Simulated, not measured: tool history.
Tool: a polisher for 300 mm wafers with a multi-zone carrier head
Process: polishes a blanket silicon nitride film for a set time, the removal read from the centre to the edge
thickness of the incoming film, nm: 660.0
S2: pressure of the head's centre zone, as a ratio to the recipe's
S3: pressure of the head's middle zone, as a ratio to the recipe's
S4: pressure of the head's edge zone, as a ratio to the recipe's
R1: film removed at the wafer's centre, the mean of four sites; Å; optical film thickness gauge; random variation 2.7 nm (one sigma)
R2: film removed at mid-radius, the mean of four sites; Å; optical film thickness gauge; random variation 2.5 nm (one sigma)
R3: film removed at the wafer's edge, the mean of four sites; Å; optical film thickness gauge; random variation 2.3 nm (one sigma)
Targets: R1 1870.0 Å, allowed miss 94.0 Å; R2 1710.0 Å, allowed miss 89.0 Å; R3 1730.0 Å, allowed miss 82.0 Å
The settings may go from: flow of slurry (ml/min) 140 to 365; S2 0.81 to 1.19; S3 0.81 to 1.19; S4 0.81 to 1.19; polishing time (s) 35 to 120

{"run": 1, "hour": 0.0, "flow of slurry (ml/min)": 235, "S2": 1.0, "S3": 1.0, "S4": 1.0, "polishing time (s)": 77, "R1": 1403.0, "R2": 1314.7, "R3": 1393.3}
{"run": 2, "hour": 3.4, "flow of slurry (ml/min)": 235, "S2": 1.0, "S3": 1.0, "S4": 0.93, "polishing time (s)": 77, "R1": 1451.1, "R2": 1321.9, "R3": 1349.4}
{"run": 3, "hour": 4.1, "flow of slurry (ml/min)": 235, "S2": 1.0, "S3": 0.96, "S4": 0.93, "polishing time (s)": 77, "R1": 1417.6, "R2": 1264.8, "R3": 1340.3}
{"run": 4, "hour": 4.6, "flow of slurry (ml/min)": 235, "S2": 1.02, "S3": 0.99, "S4": 0.96, "polishing time (s)": 81, "R1": 1501.7, "R2": 1372.2, "R3": 1438.1}
{"run": 5, "hour": 7.2, "flow of slurry (ml/min)": 240, "S2": 1.04, "S3": 1.0, "S4": 0.97, "polishing time (s)": 84, "R1": 1628.7, "R2": 1494.3, "R3": 1497.0}
{"run": 6, "hour": 11.0, "flow of slurry (ml/min)": 240, "S2": 1.01, "S3": 1.0, "S4": 0.97, "polishing time (s)": 84, "R1": 1592.9, "R2": 1447.9, "R3": 1489.6}
{"run": 7, "hour": 16.1, "flow of slurry (ml/min)": 240, "S2": 1.03, "S3": 1.01, "S4": 0.99, "polishing time (s)": 86, "R1": 1672.3, "R2": 1525.7, "R3": 1561.6}
{"run": 8, "hour": 19.0, "flow of slurry (ml/min)": 245, "S2": 1.04, "S3": 1.02, "S4": 1.01, "polishing time (s)": 87, "R1": 1675.3, "R2": 1547.1, "R3": 1559.1}
{"run": 9, "hour": 24.6, "flow of slurry (ml/min)": 245, "S2": 1.04, "S3": 1.02, "S4": 1.01, "polishing time (s)": 89, "R1": 1717.0, "R2": 1582.7, "R3": 1643.9}
{"run": 10, "hour": 29.4, "flow of slurry (ml/min)": 245, "S2": 1.04, "S3": 1.02, "S4": 1.01, "polishing time (s)": 89, "R1": 1672.9, "R2": 1632.6, "R3": 1581.5}

4 next moves are on the table. One of them brings every result within its allowed miss. Which?
{"run": "A", "hour": 34.2, "flow of slurry (ml/min)": 185, "S2": 0.85, "S3": 0.89, "S4": 1.12, "polishing time (s)": 97, "R1": "?", "R2": "?", "R3": "?"}
{"run": "B", "hour": 34.2, "flow of slurry (ml/min)": 255, "S2": 1.06, "S3": 1.03, "S4": 0.98, "polishing time (s)": 95, "R1": "?", "R2": "?", "R3": "?"}
{"run": "C", "hour": 34.2, "flow of slurry (ml/min)": 210, "S2": 0.96, "S3": 1.07, "S4": 1.19, "polishing time (s)": 91, "R1": "?", "R2": "?", "R3": "?"}
{"run": "D", "hour": 34.2, "flow of slurry (ml/min)": 190, "S2": 0.97, "S3": 1.16, "S4": 1.08, "polishing time (s)": 89, "R1": "?", "R2": "?", "R3": "?"}

move=A R1=1469.7 R2=1528.8 R3=1789.6
move=B R1=1839.5 R2=1698.2 R3=1703.9
move=C R1=1570.5 R2=1633.6 R3=1738.8
move=D R1=1531.5 R2=1665.6 R3=1617.1
A: further off than the last run
B: meets every target
C: further off than the last run
D: further off than the last run
Move B is the one to make.
